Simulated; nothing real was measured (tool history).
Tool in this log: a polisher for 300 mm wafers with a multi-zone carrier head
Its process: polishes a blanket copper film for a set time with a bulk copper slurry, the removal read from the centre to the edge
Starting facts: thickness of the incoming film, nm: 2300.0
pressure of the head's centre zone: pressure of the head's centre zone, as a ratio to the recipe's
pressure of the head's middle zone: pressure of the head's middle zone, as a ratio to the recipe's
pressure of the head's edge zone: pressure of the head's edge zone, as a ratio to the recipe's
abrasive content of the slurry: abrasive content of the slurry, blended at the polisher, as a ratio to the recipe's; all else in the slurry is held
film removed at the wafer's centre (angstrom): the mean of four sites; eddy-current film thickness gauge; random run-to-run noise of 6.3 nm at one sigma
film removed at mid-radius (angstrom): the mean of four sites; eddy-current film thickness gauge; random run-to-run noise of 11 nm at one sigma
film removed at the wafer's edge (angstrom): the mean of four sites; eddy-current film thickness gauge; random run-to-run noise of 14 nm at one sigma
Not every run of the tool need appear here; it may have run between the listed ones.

| run | hour | flow of slurry (ml/min) | pressure of the head's centre zone | pressure of the head's middle zone | pressure of the head's edge zone | abrasive content of the slurry | polishing time (s) | film removed at the wafer's centre (angstrom) | film removed at mid-radius (angstrom) | film removed at the wafer's edge (angstrom) |
|---|---|---|---|---|---|---|---|---|---|---|
| 1 | 0 | 205 | 1 | 1 | 1 | 1 | 55 | 7691 | 7861.5 | 7934.3 |
| 2 | 5.1 | 205 | 1.08 | 1 | 1 | 1 | 55 | 8257.5 | 7791.6 | 8025.5 |
| 3 | 6.8 | 205 | 1.08 | 0.96 | 1 | 1 | 55 | 8340.6 | 7386.4 | 7877.6 |
| 4 | 12.9 | 205 | 1.03 | 0.96 | 1 | 1 | 55 | 7904.3 | 7827.8 | 8059.4 |
| 5 | 14.3 | 210 | 1.04 | 0.95 | 1.02 | 1.05 | 55 | 8104.3 | 7539.7 | 8000.1 |
| 6 | 18.4 | 210 | 1.04 | 0.95 | 1.02 | 1.2 | 55 | 8341.6 | 7716.6 | 8273.1 |
| 7 | 24.8 | 210 | 1.04 | 0.95 | 1.02 | 1.2 | 55 | 8287.9 | 7819.2 | 8287 |
| 8 | 26.7 | 210 | 1.05 | 0.95 | 1.04 | 1.25 | 56 | 8761.5 | 8138.6 | 8606.1 |
| 9 | 29.3 | 210 | 1.05 | 0.94 | 1.06 | 1.3 | 57 | 8858.9 | 8053 | 8985.2 |
| 10 | 30.6 | 215 | 1.06 | 0.95 | 1.07 | 1.35 | 57 | 9127.7 | 8472.8 | 9144.2 |

Run 11 is up next; what results do you expect?
| 11 | 37.8 | 220 | 1.07 | 0.95 | 1.09 | 1.35 | 57 | ? | ? | ? |

{"run 11": {"film removed at the wafer's centre (angstrom)": 9086.3, "film removed at mid-radius (angstrom)": 8528.1, "film removed at the wafer's edge (angstrom)": 9522.3}}
